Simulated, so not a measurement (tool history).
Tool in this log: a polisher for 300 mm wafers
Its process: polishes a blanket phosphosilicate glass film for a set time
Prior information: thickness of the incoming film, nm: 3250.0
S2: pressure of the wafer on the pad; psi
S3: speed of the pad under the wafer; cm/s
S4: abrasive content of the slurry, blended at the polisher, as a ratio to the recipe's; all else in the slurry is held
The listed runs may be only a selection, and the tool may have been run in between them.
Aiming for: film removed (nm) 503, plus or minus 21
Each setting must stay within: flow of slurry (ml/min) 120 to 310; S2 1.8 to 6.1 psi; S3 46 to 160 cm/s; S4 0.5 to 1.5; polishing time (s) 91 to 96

Run 1, hour 0: flow of slurry (ml/min) 200, S2 3.9 psi, S3 102 cm/s, S4 1, polishing time (s) 91. Result: film removed (nm) 917.7.
Run 2, hour 2: flow of slurry (ml/min) 200, S2 3.6 psi, S3 100 cm/s, S4 1, polishing time (s) 91. Result: film removed (nm) 844.84.
Run 3, hour 4: flow of slurry (ml/min) 200, S2 3.6 psi, S3 116 cm/s, S4 1, polishing time (s) 91. Result: film removed (nm) 940.59.
Run 4, hour 5.7: flow of slurry (ml/min) 200, S2 3.6 psi, S3 94 cm/s, S4 1, polishing time (s) 91. Result: film removed (nm) 798.29.
Run 5, hour 11.3: flow of slurry (ml/min) 200, S2 3.4 psi, S3 94 cm/s, S4 1, polishing time (s) 91. Result: film removed (nm) 758.05.
Run 6, hour 19.7: flow of slurry (ml/min) 200, S2 3.4 psi, S3 94 cm/s, S4 1.2, polishing time (s) 91. Result: film removed (nm) 857.03.
Run 7, hour 25.8: flow of slurry (ml/min) 200, S2 3.2 psi, S3 92 cm/s, S4 1.2, polishing time (s) 91. Result: film removed (nm) 783.48.
Run 8, hour 29.8: flow of slurry (ml/min) 200, S2 3 psi, S3 90 cm/s, S4 1.2, polishing time (s) 91. Result: film removed (nm) 727.58.
Run 9, hour 31.8: flow of slurry (ml/min) 200, S2 2.8 psi, S3 90 cm/s, S4 1.2, polishing time (s) 91. Result: film removed (nm) 677.99.
Run 10, hour 35.9: flow of slurry (ml/min) 200, S2 2.7 psi, S3 90 cm/s, S4 1.2, polishing time (s) 91. Result: film removed (nm) 672.6.
Run 11, hour 43.5: flow of slurry (ml/min) 200, S2 2.6 psi, S3 90 cm/s, S4 1.2, polishing time (s) 91. Result: film removed (nm) 645.64.
Run 12, hour 47.2: flow of slurry (ml/min) 195, S2 1.8 psi, S3 86 cm/s, S4 1.2, polishing time (s) 91. Result: film removed (nm) 442.67.
Run 13, hour 55.5: flow of slurry (ml/min) 200, S2 1.8 psi, S3 86 cm/s, S4 1.2, polishing time (s) 91. Result: film removed (nm) 451.53.
Run 14, hour 62.1: flow of slurry (ml/min) 205, S2 1.8 psi, S3 86 cm/s, S4 1.2, polishing time (s) 91. Result: film removed (nm) 446.85.

4 next moves are on the table. One of them brings every result within its allowed miss. Which?
Run A, hour 68.7: flow of slurry (ml/min) 135, S2 1.8 psi, S3 94 cm/s, S4 1, polishing time (s) 91. Result: film removed (nm) ?.
Run B, hour 68.7: flow of slurry (ml/min) 195, S2 1.8 psi, S3 84 cm/s, S4 1.25, polishing time (s) 91. Result: film removed (nm) ?.
Run C, hour 68.7: flow of slurry (ml/min) 200, S2 2.1 psi, S3 88 cm/s, S4 1.25, polishing time (s) 95. Result: film removed (nm) ?.
Run D, hour 68.7: flow of slurry (ml/min) 230, S2 2.1 psi, S3 80 cm/s, S4 1.1, polishing time (s) 96. Result: film removed (nm) ?.

move  film removed (nm)
   A              396.5
   B             440.99
   C             547.26
   D             494.32
A: the biggest miss grows against the last run
B: the biggest miss grows against the last run
C: moves the result that the last run missed by most past its target, out the other side
D: all results land within tolerance of their targets
Answer: D
